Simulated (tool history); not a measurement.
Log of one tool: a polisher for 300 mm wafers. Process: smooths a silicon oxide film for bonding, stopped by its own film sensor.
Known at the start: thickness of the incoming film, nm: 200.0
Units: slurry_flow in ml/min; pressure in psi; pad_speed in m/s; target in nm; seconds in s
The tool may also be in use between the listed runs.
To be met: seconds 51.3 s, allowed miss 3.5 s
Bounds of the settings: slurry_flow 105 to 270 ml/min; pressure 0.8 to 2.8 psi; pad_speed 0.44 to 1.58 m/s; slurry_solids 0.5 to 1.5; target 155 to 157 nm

run	day	slurry_flow	pressure	pad_speed	slurry_solids	target	seconds
1	0	175	1.8	1	1	157	68.043
2	0.104	175	1.6	1	1	157	69.465
3	0.454	175	1.9	1	1	157	63.714
4	0.667	175	1.9	1	1	155	66.98
5	0.854	175	1.9	0.74	1	155	86.524
6	1.012	140	1.9	0.74	1	155	89.51
7	1.321	140	2.1	0.82	1	155	72.987
8	1.354	140	2.3	0.84	1	155	68.379
9	1.421	140	2.4	0.88	1	155	64.741
10	1.688	140	2.5	0.92	1	155	60.855
11	1.846	140	2.6	0.96	1	155	56.01

5 next moves are on the table. One of them brings every result within its allowed miss. Which?
A	2.004	160	2.3	1	1	155	?
B	2.004	150	2.6	0.88	0.95	155	?
C	2.004	140	2.7	0.78	0.9	157	?
D	2.004	170	2.4	1.18	0.75	155	?
E	2.004	115	2.6	0.96	1.15	157	?

move	seconds
A	59.914
B	63.022
C	67.445
D	60.187
E	53.975
A: further off than the last run
B: further off than the last run
C: further off than the last run
D: further off than the last run
E: meets every target
The right move is E.
